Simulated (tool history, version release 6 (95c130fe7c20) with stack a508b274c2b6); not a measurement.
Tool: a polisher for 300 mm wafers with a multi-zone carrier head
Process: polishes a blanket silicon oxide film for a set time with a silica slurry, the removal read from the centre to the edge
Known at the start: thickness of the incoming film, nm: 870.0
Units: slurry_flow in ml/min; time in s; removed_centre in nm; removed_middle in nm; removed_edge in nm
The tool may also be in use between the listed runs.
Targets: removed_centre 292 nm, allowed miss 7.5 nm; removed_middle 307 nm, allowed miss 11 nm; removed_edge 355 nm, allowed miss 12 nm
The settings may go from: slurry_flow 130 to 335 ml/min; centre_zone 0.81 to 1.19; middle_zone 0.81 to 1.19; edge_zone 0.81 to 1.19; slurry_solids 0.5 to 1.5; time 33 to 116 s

run  hour  slurry_flow  centre_zone  middle_zone  edge_zone  slurry_solids  time  removed_centre  removed_middle  removed_edge
  1     0          215            1            1          1              1    74           267.1          277.58        270.36
  2   8.2          215         0.96            1          1              1    74          254.47          275.62         269.7
  3  10.8          220         0.95         0.99       1.03           1.05    74          256.72          277.53        272.14
  4  15.5          220         0.95         0.91       1.03           1.05    74          255.66          263.63        276.78
  5  21.1          215         0.94         0.89       1.05           1.15    75          265.15          262.38        291.74
  6  26.7          215         0.94         0.93       1.05           1.15    75          267.18          272.61        290.47
  7    28          215         0.92         0.93       1.07            1.2    76          266.93           282.2        301.52
  8  31.8          220         0.91         0.92       1.09           1.25    76          269.52          283.47        306.82
  9  32.7          220          0.9         0.91        1.1            1.3    77           272.4          287.97        312.21
 10  37.2          215         0.89          0.9       1.11           1.35    78          278.78           296.5        327.22
 11  39.8          215         0.89          0.9       1.12            1.4    78          278.11          301.12        334.67

Which of these 4 next moves meets every target?
  A  42.4          255         0.95            1       1.01           1.35    80               ?               ?             ?
  B  42.4          245         0.92         0.91       0.94            1.1    84               ?               ?             ?
  C  42.4          205         0.81         0.95       1.09            1.4    79               ?               ?             ?
  D  42.4          190         0.92         0.91       1.19            1.2    85               ?               ?             ?

move  removed_centre  removed_middle  removed_edge
   A          308.78          333.63        323.49
   B          290.91           300.3        306.93
   C          257.97          314.15        329.49
   D          296.87          307.09        347.58
A: takes the result that was furthest off past its target
B: brings the result that was furthest off to its target, and leaves another outside
C: further off than the last run
D: meets every target
Move D is the one to make.
